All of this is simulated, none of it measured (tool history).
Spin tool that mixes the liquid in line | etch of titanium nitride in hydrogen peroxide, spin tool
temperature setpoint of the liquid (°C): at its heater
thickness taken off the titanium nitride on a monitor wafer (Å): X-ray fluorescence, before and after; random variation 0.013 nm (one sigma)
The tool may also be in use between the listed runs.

run  hour  temperature setpoint of the liquid (°C)  concentration of hydrogen peroxide in the mixed liquid (% by weight)  time under the liquid (s)  thickness taken off the titanium nitride on a monitor wafer (Å)
  1   0.0                                     53.0                                                                  18.0                         50                                                           50.639
  2   8.9                                     51.5                                                                  18.0                         50                                                           46.543
  3  13.7                                     50.5                                                                  18.0                         50                                                           42.915
  4  20.7                                     49.5                                                                  18.0                         50                                                           39.901
  5  26.5                                     49.5                                                                  18.0                         40                                                           31.790
  6  27.6                                     49.5                                                                  14.5                         40                                                           30.663
  7  33.8                                     45.0                                                                  14.5                         40                                                           21.808

Run 8 comes next. What will it give?
  8  35.2                                     45.5                                                                  14.5                         40                                                                ?

{"run 8": {"thickness taken off the titanium nitride on a monitor wafer (Å)": 22.711}}
